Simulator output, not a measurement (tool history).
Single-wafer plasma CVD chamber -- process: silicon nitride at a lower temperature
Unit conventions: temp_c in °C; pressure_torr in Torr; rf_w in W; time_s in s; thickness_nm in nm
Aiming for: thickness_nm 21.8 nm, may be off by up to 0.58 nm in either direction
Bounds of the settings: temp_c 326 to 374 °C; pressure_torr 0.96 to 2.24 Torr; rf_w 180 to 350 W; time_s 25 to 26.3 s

run,hour,temp_c,pressure_torr,rf_w,time_s,thickness_nm
1,0,350,1.6,265,26.3,27.743
2,4.6,342,1.6,265,26.3,27.999
3,7.5,348,1.6,265,26.3,27.763
4,11.2,340,1.6,265,26.3,27.985
5,14.9,340,1.51,250,26.1,25.816
6,16.2,350,1.51,250,26.1,25.801
# hour 23.3: capacitance manometer re-zeroed and calibrated
7,23.3,350,1.42,245,26,24.452
8,26,350,1.35,245,26,24.331

Exercise: of the 5 proposed moves below, exactly one satisfies all targets within the stated allowed misses. Which move is it?
A,28.7,348,1.41,220,25.4,?
B,28.7,350,1.11,225,25,?
C,28.7,338,1.43,215,25,?
D,28.7,348,1.27,220,25,?
E,28.7,355,1.13,230,25,?

move,thickness_nm
A,21.485
B,20.367
C,20.8
D,20.603
E,20.875
A: each result inside its tolerance
B: pushes the last run's worst result past its target
C: pushes the last run's worst result past its target
D: pushes the last run's worst result past its target
E: pushes the last run's worst result past its target
Move A is the one to make.
